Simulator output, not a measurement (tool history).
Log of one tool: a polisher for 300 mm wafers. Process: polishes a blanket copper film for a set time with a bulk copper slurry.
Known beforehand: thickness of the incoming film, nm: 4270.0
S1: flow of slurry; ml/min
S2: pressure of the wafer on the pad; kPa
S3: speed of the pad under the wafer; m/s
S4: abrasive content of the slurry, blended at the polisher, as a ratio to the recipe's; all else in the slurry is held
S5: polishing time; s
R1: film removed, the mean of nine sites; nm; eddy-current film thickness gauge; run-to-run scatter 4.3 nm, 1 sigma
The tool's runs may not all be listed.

| run | day | S1 | S2 | S3 | S4 | S5 | R1 |
|---|---|---|---|---|---|---|---|
| 1 | 0 | 295 | 16.5 | 0.88 | 1 | 111 | 739.87 |
| 2 | 0.071 | 295 | 15.2 | 0.88 | 1 | 111 | 688.25 |
| 3 | 0.142 | 295 | 15.2 | 1.02 | 1 | 111 | 795.44 |
| 4 | 0.283 | 295 | 15.2 | 1.02 | 1.1 | 111 | 827.02 |
| 5 | 0.488 | 295 | 13.1 | 1.02 | 1.1 | 111 | 731.04 |
| 6 | 0.854 | 295 | 11.7 | 1.02 | 1.1 | 111 | 683.2 |
| 7 | 1.188 | 295 | 10.3 | 1.02 | 1.1 | 111 | 622.75 |
| 8 | 1.396 | 295 | 9.7 | 1.02 | 1.1 | 111 | 586.62 |

Run 9, settings as shown, results not yet in. Your forecast:
| 9 | 1.475 | 295 | 9 | 1.02 | 1.1 | 111 | ? |

Run 9 came out at R1 565.93 nm.
